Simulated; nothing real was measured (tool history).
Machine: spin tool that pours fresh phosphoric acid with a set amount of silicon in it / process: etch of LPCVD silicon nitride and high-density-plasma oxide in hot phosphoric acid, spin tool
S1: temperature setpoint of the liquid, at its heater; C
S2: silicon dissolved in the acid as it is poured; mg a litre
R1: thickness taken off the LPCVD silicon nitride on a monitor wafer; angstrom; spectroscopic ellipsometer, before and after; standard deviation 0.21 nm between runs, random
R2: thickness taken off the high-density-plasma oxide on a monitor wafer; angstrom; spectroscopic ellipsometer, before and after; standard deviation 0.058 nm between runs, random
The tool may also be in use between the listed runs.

{"run": 1, "hour": 0.0, "S1": 160, "S2": 18, "time under the liquid (s)": 180, "R1": 175.24, "R2": 3.8195}
{"run": 2, "hour": 8.5, "S1": 160, "S2": 18, "time under the liquid (s)": 150, "R1": 145.78, "R2": 2.9312}
{"run": 3, "hour": 13.1, "S1": 161.5, "S2": 18, "time under the liquid (s)": 185, "R1": 188.85, "R2": 4.2171}
{"run": 4, "hour": 14.1, "S1": 162.5, "S2": 17.5, "time under the liquid (s)": 205, "R1": 216.37, "R2": 4.8133}
{"run": 5, "hour": 14.8, "S1": 162.5, "S2": 17.5, "time under the liquid (s)": 280, "R1": 298.95, "R2": 7.236}
{"run": 6, "hour": 18.6, "S1": 161, "S2": 17.5, "time under the liquid (s)": 280, "R1": 279.96, "R2": 6.3955}

Expected results for the next run?
{"run": 7, "hour": 21.2, "S1": 161.5, "S2": 16, "time under the liquid (s)": 280, "R1": "?", "R2": "?"}

R1: 281.94 angstrom
R2: 7.144 angstrom
